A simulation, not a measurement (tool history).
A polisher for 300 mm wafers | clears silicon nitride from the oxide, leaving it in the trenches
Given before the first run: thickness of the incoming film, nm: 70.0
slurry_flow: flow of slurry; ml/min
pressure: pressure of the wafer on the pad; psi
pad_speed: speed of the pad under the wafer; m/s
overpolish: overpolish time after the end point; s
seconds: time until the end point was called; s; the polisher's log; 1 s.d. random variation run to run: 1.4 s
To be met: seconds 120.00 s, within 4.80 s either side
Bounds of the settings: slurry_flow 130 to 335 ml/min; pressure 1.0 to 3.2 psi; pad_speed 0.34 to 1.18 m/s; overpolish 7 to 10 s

Run 1, day 0.000: slurry_flow 215 ml/min, pressure 2.1 psi, pad_speed 0.76 m/s, overpolish 10 s. Result: seconds 174.39 s.
Run 2, day 0.167: slurry_flow 215 ml/min, pressure 2.3 psi, pad_speed 0.76 m/s, overpolish 10 s. Result: seconds 163.06 s.
Run 3, day 0.504: slurry_flow 215 ml/min, pressure 2.3 psi, pad_speed 0.76 m/s, overpolish 10 s. Result: seconds 160.41 s.
Run 4, day 0.671: slurry_flow 215 ml/min, pressure 2.5 psi, pad_speed 0.76 m/s, overpolish 10 s. Result: seconds 148.38 s.
Run 5, day 0.842: slurry_flow 215 ml/min, pressure 2.6 psi, pad_speed 0.76 m/s, overpolish 10 s. Result: seconds 147.46 s.
Run 6, day 1.075: slurry_flow 215 ml/min, pressure 2.8 psi, pad_speed 0.76 m/s, overpolish 10 s. Result: seconds 137.28 s.
Run 7, day 1.162: slurry_flow 215 ml/min, pressure 2.9 psi, pad_speed 0.76 m/s, overpolish 10 s. Result: seconds 131.59 s.
Run 8, day 1.529: slurry_flow 215 ml/min, pressure 3.0 psi, pad_speed 0.76 m/s, overpolish 10 s. Result: seconds 128.06 s.

4 candidate next runs follow, results not yet known. Just one meets every target within its allowed miss. Identify it.
Run A, day 1.896: slurry_flow 220 ml/min, pressure 3.1 psi, pad_speed 0.90 m/s, overpolish 10 s. Result: seconds ?.
Run B, day 1.896: slurry_flow 230 ml/min, pressure 2.7 psi, pad_speed 0.82 m/s, overpolish 7 s. Result: seconds ?.
Run C, day 1.896: slurry_flow 215 ml/min, pressure 3.2 psi, pad_speed 0.78 m/s, overpolish 10 s. Result: seconds ?.
Run D, day 1.896: slurry_flow 260 ml/min, pressure 3.2 psi, pad_speed 0.84 m/s, overpolish 10 s. Result: seconds ?.

move  seconds
   A   107.81
   B   132.03
   C   119.51
   D   109.25
A: the result that was furthest off in the last run now lies on the other side of its target
B: further off than the last run
C: meets every target
D: the result that was furthest off in the last run now lies on the other side of its target
C meets every target.

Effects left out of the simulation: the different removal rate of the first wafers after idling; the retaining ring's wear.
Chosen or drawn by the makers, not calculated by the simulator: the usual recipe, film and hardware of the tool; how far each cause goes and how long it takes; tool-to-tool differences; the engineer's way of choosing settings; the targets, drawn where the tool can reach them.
